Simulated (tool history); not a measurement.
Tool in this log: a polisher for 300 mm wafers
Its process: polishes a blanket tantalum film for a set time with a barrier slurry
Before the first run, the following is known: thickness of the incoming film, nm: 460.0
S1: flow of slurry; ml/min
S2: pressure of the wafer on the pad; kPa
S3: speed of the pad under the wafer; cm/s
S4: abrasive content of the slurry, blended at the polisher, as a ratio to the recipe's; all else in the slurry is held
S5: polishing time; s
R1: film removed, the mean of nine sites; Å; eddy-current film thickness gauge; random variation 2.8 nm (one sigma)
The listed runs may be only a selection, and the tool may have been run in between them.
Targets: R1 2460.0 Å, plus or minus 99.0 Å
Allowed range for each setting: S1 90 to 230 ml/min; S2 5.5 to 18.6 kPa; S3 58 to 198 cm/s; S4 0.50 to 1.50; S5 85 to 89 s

| run | hour | S1 | S2 | S3 | S4 | S5 | R1 |
|---|---|---|---|---|---|---|---|
| 1 | 0.0 | 150 | 11.7 | 128 | 1.00 | 85 | 1258.4 |
| 2 | 8.9 | 150 | 11.7 | 114 | 1.00 | 85 | 1161.2 |
| 3 | 9.7 | 150 | 13.1 | 118 | 1.00 | 85 | 1333.4 |
| 4 | 15.2 | 150 | 14.5 | 122 | 1.00 | 85 | 1510.7 |
| 5 | 23.2 | 150 | 15.2 | 126 | 1.00 | 85 | 1598.2 |
| 6 | 24.3 | 150 | 15.9 | 132 | 1.00 | 85 | 1750.2 |
| 7 | 29.8 | 150 | 16.5 | 136 | 1.00 | 85 | 1898.2 |
| 8 | 34.0 | 150 | 16.5 | 136 | 1.00 | 85 | 1854.2 |
| 9 | 43.0 | 150 | 17.2 | 140 | 1.00 | 85 | 1966.2 |
| 10 | 47.0 | 160 | 18.6 | 158 | 1.00 | 85 | 2352.2 |

Of the 4 settings listed for the next run, only one would bring every result within its allowed miss of target. Which one?
| A | 51.0 | 175 | 17.2 | 160 | 0.90 | 86 | ? |
| B | 51.0 | 165 | 18.6 | 166 | 1.00 | 85 | ? |
| C | 51.0 | 170 | 18.6 | 186 | 0.95 | 87 | ? |
| D | 51.0 | 160 | 18.6 | 172 | 1.00 | 89 | ? |

| move | R1 |
|---|---|
| A | 2189.2 |
| B | 2425.5 |
| C | 2697.1 |
| D | 2595.0 |
A: its largest miss is bigger than the last run's
B: every result within its allowed miss
C: pushes the last run's worst result past its target
D: pushes the last run's worst result past its target
Answer: B

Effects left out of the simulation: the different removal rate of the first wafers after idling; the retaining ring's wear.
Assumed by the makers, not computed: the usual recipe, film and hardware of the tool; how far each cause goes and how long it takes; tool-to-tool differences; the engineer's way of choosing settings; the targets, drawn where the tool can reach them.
